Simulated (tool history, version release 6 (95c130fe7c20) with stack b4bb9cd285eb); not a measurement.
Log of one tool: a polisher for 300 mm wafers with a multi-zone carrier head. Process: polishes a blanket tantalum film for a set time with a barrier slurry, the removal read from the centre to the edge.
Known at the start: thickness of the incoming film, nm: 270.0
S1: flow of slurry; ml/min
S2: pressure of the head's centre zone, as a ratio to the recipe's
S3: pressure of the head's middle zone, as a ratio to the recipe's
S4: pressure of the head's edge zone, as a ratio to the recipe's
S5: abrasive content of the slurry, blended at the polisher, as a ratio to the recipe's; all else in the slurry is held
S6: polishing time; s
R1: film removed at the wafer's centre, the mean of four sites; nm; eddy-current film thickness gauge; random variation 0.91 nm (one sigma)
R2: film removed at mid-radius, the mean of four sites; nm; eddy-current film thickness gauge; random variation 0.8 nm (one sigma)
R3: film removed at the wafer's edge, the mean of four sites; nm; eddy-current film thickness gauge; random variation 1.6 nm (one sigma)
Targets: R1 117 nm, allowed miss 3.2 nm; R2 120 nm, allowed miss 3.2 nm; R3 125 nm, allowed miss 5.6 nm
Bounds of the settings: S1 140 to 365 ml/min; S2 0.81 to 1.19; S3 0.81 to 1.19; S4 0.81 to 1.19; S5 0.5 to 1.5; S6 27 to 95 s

run  hour   S1    S2    S3    S4    S5  S6      R1      R2      R3
  1     0  235     1     1     1     1  61  98.531  98.633  97.778
  2   1.6  240     1  1.01  1.02  1.05  61  100.67  101.72   99.54
  3   5.6  240     1  1.01  1.04   1.1  61   101.6  103.44  104.53
  4  11.1  240  1.05  1.01  1.04   1.1  61  107.52  102.36  104.18
  5  16.5  245  1.05  1.02  1.06   1.1  61  106.82  103.68  103.45
  6  17.8  245  1.05  1.02  1.07  1.15  61  109.51  105.74  106.62
  7  23.5  245  1.05  1.02  1.08   1.2  61  109.07  107.15  107.61
  8  30.2  250  1.05  1.02  1.09  1.25  61  112.67  110.16  108.23
  9  32.9  240  1.04  1.02   1.1  1.25  62  111.59  109.55  115.02
 10  35.3  240  1.04  1.02  1.11  1.25  62  111.56  109.98  113.77

5 next moves are on the table. One of them brings every result within its allowed miss. Which?
  A  37.7  270  1.05  1.03  1.06   0.8  72   ?   ?   ?
  B  37.7  240  0.99  0.94   1.1  1.25  69   ?   ?   ?
  C  37.7  360  1.09  1.16  1.02   1.5  57   ?   ?   ?
  D  37.7  215  1.09  1.12  1.14     1  64   ?   ?   ?
  E  37.7  235     1  1.02  1.13  1.25  68   ?   ?   ?

move      R1      R2      R3
   A  117.15  114.38  110.84
   B  118.62  114.06  122.16
   C  118.23  122.59  104.43
   D  112.34  113.72  107.15
   E  117.79  120.05  121.66
A: nearer than the last run, and not there yet
B: nearer than the last run, and not there yet
C: brings the result that was furthest off to its target, and leaves another outside
D: as far off as the last run
E: meets every target
The right move is E.

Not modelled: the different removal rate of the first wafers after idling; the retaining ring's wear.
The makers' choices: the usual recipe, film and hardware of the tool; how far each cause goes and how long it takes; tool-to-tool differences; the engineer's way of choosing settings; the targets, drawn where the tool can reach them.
